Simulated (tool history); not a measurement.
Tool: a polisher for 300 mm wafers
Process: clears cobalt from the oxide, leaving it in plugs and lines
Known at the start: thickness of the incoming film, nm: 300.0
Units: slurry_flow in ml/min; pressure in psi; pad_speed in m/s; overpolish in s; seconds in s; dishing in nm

| run | hour | slurry_flow | pressure | pad_speed | overpolish | seconds | dishing |
|---|---|---|---|---|---|---|---|
| 1 | 0 | 285 | 2.2 | 0.82 | 24 | 57.227 | 44.329 |
| 2 | 5 | 285 | 2.2 | 0.82 | 18 | 58.186 | 41.425 |
| 3 | 13.5 | 285 | 2.2 | 0.72 | 18 | 65.123 | 39.21 |
| 4 | 14.9 | 285 | 2.2 | 0.72 | 12 | 65.014 | 31.302 |
| 5 | 18.8 | 285 | 2.4 | 0.72 | 12 | 59.79 | 33.782 |
| 6 | 24.4 | 285 | 2.2 | 0.72 | 13 | 65.45 | 32.867 |

The next listed run, before its measurement:
| 7 | 33.1 | 285 | 2.2 | 0.72 | 13 | ? | ? |

seconds: 65.219 s
dishing: 33.973 nm

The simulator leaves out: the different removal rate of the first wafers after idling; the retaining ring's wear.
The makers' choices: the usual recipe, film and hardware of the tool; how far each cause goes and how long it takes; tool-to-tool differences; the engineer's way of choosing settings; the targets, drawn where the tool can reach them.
